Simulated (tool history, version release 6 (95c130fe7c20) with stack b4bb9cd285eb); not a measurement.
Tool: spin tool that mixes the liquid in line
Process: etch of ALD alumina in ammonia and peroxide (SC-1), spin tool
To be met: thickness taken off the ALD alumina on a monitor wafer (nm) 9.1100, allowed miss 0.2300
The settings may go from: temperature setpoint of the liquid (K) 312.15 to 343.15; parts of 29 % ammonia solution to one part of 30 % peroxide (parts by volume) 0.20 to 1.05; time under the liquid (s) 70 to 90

| run | hour | temperature setpoint of the liquid (K) | parts of 29 % ammonia solution to one part of 30 % peroxide (parts by volume) | time under the liquid (s) | thickness taken off the ALD alumina on a monitor wafer (nm) |
|---|---|---|---|---|---|
| 1 | 0.0 | 328.15 | 0.55 | 90 | 5.7157 |
| 2 | 2.5 | 328.15 | 0.75 | 90 | 5.8820 |
| 3 | 11.3 | 325.15 | 0.75 | 90 | 5.0194 |
| 4 | 16.1 | 326.65 | 0.75 | 90 | 5.4157 |
| 5 | 18.3 | 328.15 | 0.75 | 90 | 5.8597 |
| 6 | 23.0 | 324.65 | 0.75 | 90 | 4.8739 |
| 7 | 31.5 | 326.15 | 0.75 | 90 | 5.3053 |
| 8 | 32.3 | 327.65 | 0.75 | 90 | 5.7918 |
| 9 | 38.4 | 328.65 | 0.75 | 90 | 6.0427 |

Which of these 5 next moves meets every target?
| A | 44.5 | 337.15 | 0.60 | 90 | ? |
| B | 44.5 | 325.15 | 0.85 | 70 | ? |
| C | 44.5 | 324.15 | 0.45 | 90 | ? |
| D | 44.5 | 330.65 | 0.85 | 90 | ? |
| E | 44.5 | 334.65 | 0.70 | 90 | ? |

| move | thickness taken off the ALD alumina on a monitor wafer (nm) |
|---|---|
| A | 9.2841 |
| B | 3.9959 |
| C | 4.5802 |
| D | 6.8842 |
| E | 8.3052 |
A: meets every target
B: further off than the last run
C: further off than the last run
D: nearer than the last run, and not there yet
E: nearer than the last run, and not there yet
Answer: A
